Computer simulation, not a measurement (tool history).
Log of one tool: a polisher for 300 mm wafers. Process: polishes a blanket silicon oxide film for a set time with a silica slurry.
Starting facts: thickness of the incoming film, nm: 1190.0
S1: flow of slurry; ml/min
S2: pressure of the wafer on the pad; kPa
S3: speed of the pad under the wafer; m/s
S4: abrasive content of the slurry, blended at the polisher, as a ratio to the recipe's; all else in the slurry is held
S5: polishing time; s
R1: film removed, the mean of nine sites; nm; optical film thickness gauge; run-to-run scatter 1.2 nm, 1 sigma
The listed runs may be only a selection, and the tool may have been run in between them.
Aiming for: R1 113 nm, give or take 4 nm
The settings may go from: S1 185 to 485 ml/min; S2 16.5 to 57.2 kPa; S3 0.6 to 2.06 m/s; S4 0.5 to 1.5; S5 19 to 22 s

run 1 hour=0 | S1=310 S2=36.5 S3=1.32 S4=1 S5=22 | R1=92.458
run 2 hour=1.4 | S1=310 S2=36.5 S3=1.32 S4=0.8 S5=22 | R1=82.218
run 3 hour=8.2 | S1=310 S2=36.5 S3=1.32 S4=0.8 S5=19 | R1=71.326
run 4 hour=14.2 | S1=310 S2=40.7 S3=1.32 S4=0.8 S5=19 | R1=78.223
run 5 hour=18.3 | S1=310 S2=34.5 S3=1.32 S4=0.8 S5=19 | R1=66.889
run 6 hour=21.7 | S1=310 S2=39.3 S3=1.32 S4=0.8 S5=19 | R1=75.071
run 7 hour=27 | S1=310 S2=44.1 S3=1.34 S4=0.8 S5=19 | R1=84.743
run 8 hour=29.2 | S1=310 S2=47.6 S3=1.36 S4=0.8 S5=19 | R1=93.414
run 9 hour=32.4 | S1=310 S2=55.8 S3=1.38 S4=0.8 S5=19 | R1=104.98

Which of these 4 next moves meets every target?
run A hour=35.6 | S1=365 S2=43.4 S3=1.46 S4=0.85 S5=20 | R1=?
run B hour=35.6 | S1=380 S2=55.2 S3=1.66 S4=0.7 S5=19 | R1=?
run C hour=35.6 | S1=325 S2=55.2 S3=1.06 S4=0.9 S5=20 | R1=?
run D hour=35.6 | S1=450 S2=52.4 S3=1.2 S4=0.7 S5=22 | R1=?

move=A R1=98.223
move=B R1=113.26
move=C R1=96.737
move=D R1=97.508
A: lands further from the targets than the last run did
B: every result within its allowed miss
C: lands further from the targets than the last run did
D: lands further from the targets than the last run did
The move that meets every target is B.
